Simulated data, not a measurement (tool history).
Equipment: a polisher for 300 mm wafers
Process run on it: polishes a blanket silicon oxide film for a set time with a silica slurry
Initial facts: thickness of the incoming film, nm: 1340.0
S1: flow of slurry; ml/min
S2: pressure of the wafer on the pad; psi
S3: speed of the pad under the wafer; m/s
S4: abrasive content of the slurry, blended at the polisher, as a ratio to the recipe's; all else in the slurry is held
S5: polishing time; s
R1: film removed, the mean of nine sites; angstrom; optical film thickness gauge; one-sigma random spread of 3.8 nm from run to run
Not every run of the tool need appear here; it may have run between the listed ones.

run,hour,S1,S2,S3,S4,S5,R1
1,0.0,225,5.3,1.10,1.0,110,3881.9
2,4.1,230,5.5,1.10,1.0,110,3969.6
3,5.9,230,5.5,1.00,1.0,110,3778.5
4,10.1,230,5.5,1.00,1.0,110,3764.8
5,12.6,230,5.7,1.00,1.0,110,3898.3
6,15.0,230,4.7,1.00,1.0,110,3181.0
7,17.0,230,5.0,1.00,1.0,110,3406.4

The next listed run, before its measurement:
8,23.3,260,6.5,1.02,1.0,110,?

R1: 4530.8 angstrom
